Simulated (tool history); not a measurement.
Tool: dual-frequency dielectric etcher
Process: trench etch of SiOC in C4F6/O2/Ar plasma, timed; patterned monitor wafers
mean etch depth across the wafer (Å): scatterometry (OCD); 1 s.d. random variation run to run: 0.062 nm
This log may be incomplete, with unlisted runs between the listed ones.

run	hour	source power (kW)	bias power (kW)	etch time (s)	mean etch depth across the wafer (Å)
1	0.0	0.260	0.170	9.5	168.03
2	8.1	0.260	0.157	9.5	161.93
3	16.7	0.250	0.155	9.5	158.91
4	19.1	0.250	0.178	9.5	168.08
5	21.4	0.250	0.178	9.5	168.57
6	26.3	0.250	0.205	9.5	179.30
7	34.1	0.200	0.172	9.0	144.54
8	38.4	0.200	0.173	9.0	143.21
9	44.3	0.200	0.174	9.0	143.01

Forecast run 10:
10	49.1	0.230	0.182	9.0	?

Run 10 measured mean etch depth across the wafer (Å) 156.11.
